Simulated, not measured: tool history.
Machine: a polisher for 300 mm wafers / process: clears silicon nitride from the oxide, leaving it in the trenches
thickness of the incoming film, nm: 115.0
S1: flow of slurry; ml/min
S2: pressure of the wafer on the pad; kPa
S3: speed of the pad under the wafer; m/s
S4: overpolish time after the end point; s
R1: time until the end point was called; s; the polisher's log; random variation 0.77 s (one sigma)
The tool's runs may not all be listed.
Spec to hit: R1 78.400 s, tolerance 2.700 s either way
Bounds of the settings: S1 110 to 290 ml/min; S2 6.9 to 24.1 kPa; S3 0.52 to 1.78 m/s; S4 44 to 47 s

{"run": 1, "hour": 0.0, "S1": 185, "S2": 15.2, "S3": 1.14, "S4": 44, "R1": 125.21}
{"run": 2, "hour": 3.6, "S1": 215, "S2": 15.2, "S3": 1.14, "S4": 44, "R1": 121.81}
{"run": 3, "hour": 4.8, "S1": 215, "S2": 15.2, "S3": 1.14, "S4": 47, "R1": 120.67}
{"run": 4, "hour": 10.2, "S1": 220, "S2": 15.9, "S3": 1.14, "S4": 47, "R1": 115.42}
{"run": 5, "hour": 15.3, "S1": 220, "S2": 14.5, "S3": 1.14, "S4": 47, "R1": 127.16}
{"run": 6, "hour": 21.5, "S1": 220, "S2": 14.5, "S3": 1.14, "S4": 47, "R1": 126.7}
{"run": 7, "hour": 22.9, "S1": 220, "S2": 15.2, "S3": 1.14, "S4": 47, "R1": 119.74}
{"run": 8, "hour": 29.9, "S1": 225, "S2": 15.9, "S3": 1.14, "S4": 47, "R1": 113.99}
{"run": 9, "hour": 36.7, "S1": 225, "S2": 16.5, "S3": 1.14, "S4": 47, "R1": 111.91}
{"run": 10, "hour": 41.4, "S1": 225, "S2": 17.2, "S3": 1.14, "S4": 47, "R1": 108.03}
{"run": 11, "hour": 45.3, "S1": 225, "S2": 17.9, "S3": 1.14, "S4": 47, "R1": 104.02}
{"run": 12, "hour": 48.7, "S1": 235, "S2": 22.1, "S3": 1.16, "S4": 47, "R1": 81.021}
{"run": 13, "hour": 53.7, "S1": 240, "S2": 22.1, "S3": 1.16, "S4": 47, "R1": 82.471}

Which single option among these 4 for the next run brings every result within its allowed miss of target? Just one does.
{"run": "A", "hour": 58.7, "S1": 240, "S2": 23.4, "S3": 1.14, "S4": 47, "R1": "?"}
{"run": "B", "hour": 58.7, "S1": 240, "S2": 23.4, "S3": 0.98, "S4": 47, "R1": "?"}
{"run": "C", "hour": 58.7, "S1": 250, "S2": 20.7, "S3": 1.12, "S4": 46, "R1": "?"}
{"run": "D", "hour": 58.7, "S1": 215, "S2": 22.1, "S3": 1.1, "S4": 47, "R1": "?"}

move=A R1=77.589
move=B R1=89.817
move=C R1=88.816
move=D R1=86.384
A: each result inside its tolerance
B: lands further from the targets than the last run did
C: lands further from the targets than the last run did
D: lands further from the targets than the last run did
So the answer is move A, the one that meets all the targets.

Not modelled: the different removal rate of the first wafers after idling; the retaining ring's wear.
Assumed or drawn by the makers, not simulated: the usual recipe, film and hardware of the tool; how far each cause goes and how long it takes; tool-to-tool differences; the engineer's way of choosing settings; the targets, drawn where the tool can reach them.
